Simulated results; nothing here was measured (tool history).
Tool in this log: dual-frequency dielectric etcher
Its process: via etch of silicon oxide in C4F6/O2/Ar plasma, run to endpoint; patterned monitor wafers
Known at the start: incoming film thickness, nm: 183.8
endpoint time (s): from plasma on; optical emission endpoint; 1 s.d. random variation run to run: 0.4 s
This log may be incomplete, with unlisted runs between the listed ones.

{"run": 1, "hour": 0.0, "bias power (W)": 458, "source power (W)": 320, "Ar flow (sccm)": 368, "endpoint time (s)": 46.388}
{"run": 2, "hour": 0.7, "bias power (W)": 458, "source power (W)": 360, "Ar flow (sccm)": 368, "endpoint time (s)": 44.29}
{"run": 3, "hour": 7.6, "bias power (W)": 538, "source power (W)": 360, "Ar flow (sccm)": 368, "endpoint time (s)": 41.792}
{"run": 4, "hour": 10.3, "bias power (W)": 538, "source power (W)": 320, "Ar flow (sccm)": 368, "endpoint time (s)": 43.642}
{"run": 5, "hour": 15.5, "bias power (W)": 538, "source power (W)": 270, "Ar flow (sccm)": 368, "endpoint time (s)": 45.631}
{"run": 6, "hour": 19.3, "bias power (W)": 538, "source power (W)": 270, "Ar flow (sccm)": 322, "endpoint time (s)": 44.859}
{"run": 7, "hour": 20.8, "bias power (W)": 516, "source power (W)": 260, "Ar flow (sccm)": 325, "endpoint time (s)": 46.754}
{"run": 8, "hour": 23.7, "bias power (W)": 425, "source power (W)": 230, "Ar flow (sccm)": 332, "endpoint time (s)": 52.186}
{"run": 9, "hour": 26.7, "bias power (W)": 421, "source power (W)": 230, "Ar flow (sccm)": 332, "endpoint time (s)": 52.457}
{"run": 10, "hour": 27.4, "bias power (W)": 417, "source power (W)": 230, "Ar flow (sccm)": 332, "endpoint time (s)": 51.967}

Run 11, settings as shown, results not yet in. Your forecast:
{"run": 11, "hour": 30.2, "bias power (W)": 417, "source power (W)": 230, "Ar flow (sccm)": 332, "endpoint time (s)": "?"}

Run 11 produced endpoint time (s) 52.316.
